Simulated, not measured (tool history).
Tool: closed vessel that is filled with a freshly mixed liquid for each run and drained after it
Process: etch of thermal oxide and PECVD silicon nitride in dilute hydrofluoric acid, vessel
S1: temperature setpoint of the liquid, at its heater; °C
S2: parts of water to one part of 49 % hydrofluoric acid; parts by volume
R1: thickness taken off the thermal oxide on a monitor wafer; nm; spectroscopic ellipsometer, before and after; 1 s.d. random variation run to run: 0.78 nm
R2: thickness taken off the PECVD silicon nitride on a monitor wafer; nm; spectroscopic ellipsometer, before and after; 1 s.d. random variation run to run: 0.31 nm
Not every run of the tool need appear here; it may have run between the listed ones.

Run 1, hour 0: S1 25 °C, S2 85 parts by volume, time in the liquid (s) 870. Result: R1 50.674 nm, R2 30.319 nm.
Run 2, hour 3.7: S1 24.5 °C, S2 75 parts by volume, time in the liquid (s) 855. Result: R1 56.474 nm, R2 32.394 nm.
Run 3, hour 7.8: S1 24 °C, S2 70 parts by volume, time in the liquid (s) 835. Result: R1 58.216 nm, R2 32.583 nm.
Run 4, hour 14.6: S1 24 °C, S2 55 parts by volume, time in the liquid (s) 835. Result: R1 75.414 nm, R2 42.195 nm.
Run 5, hour 18.8: S1 23.5 °C, S2 50 parts by volume, time in the liquid (s) 830. Result: R1 80.366 nm, R2 44.122 nm.
Run 6, hour 27.6: S1 23.5 °C, S2 50 parts by volume, time in the liquid (s) 610. Result: R1 59.585 nm, R2 32.537 nm.
Run 7, hour 29.7: S1 23 °C, S2 45 parts by volume, time in the liquid (s) 615. Result: R1 66.179 nm, R2 35.061 nm.
Run 8, hour 37.6: S1 22.5 °C, S2 40 parts by volume, time in the liquid (s) 615. Result: R1 73.739 nm, R2 38.003 nm.

Predict the results of run 9:
Run 9, hour 45.9: S1 22 °C, S2 40 parts by volume, time in the liquid (s) 615. Result: R1 ?, R2 ?.

{"run 9": {"R1": 70.892, "R2": 36.791}}
